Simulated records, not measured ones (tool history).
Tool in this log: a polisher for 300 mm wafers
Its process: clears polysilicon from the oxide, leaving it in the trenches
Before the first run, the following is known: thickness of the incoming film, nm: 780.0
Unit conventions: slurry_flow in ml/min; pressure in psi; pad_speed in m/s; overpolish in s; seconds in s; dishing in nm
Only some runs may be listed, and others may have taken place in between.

run	hour	slurry_flow	pressure	pad_speed	overpolish	seconds	dishing
1	0	230	3.1	0.94	17	54.523	61.642
2	8.4	230	3.1	0.82	17	62.16	58.669
3	9.8	250	3.4	0.8	15	57.246	61.76
4	12.8	230	3.5	0.82	13	55.912	58.158
5	19.6	230	3.8	0.82	13	50.44	58.734
6	23.1	230	3.8	0.66	13	63.092	58.33
7	30.2	215	4	0.68	12	58.136	58.002
8	37.9	205	4.1	0.7	11	56.911	58.211
9	41.3	215	4.2	0.7	10	53.584	55.434
10	44	280	4.9	0.7	5	46.064	46.787
11	45.1	280	4.9	0.72	5	43.862	47.756

Run 12 comes next. What will it give?
12	46.9	280	4.9	0.74	5	?	?

{"run 12": {"seconds": 42.625, "dishing": 47.279}}

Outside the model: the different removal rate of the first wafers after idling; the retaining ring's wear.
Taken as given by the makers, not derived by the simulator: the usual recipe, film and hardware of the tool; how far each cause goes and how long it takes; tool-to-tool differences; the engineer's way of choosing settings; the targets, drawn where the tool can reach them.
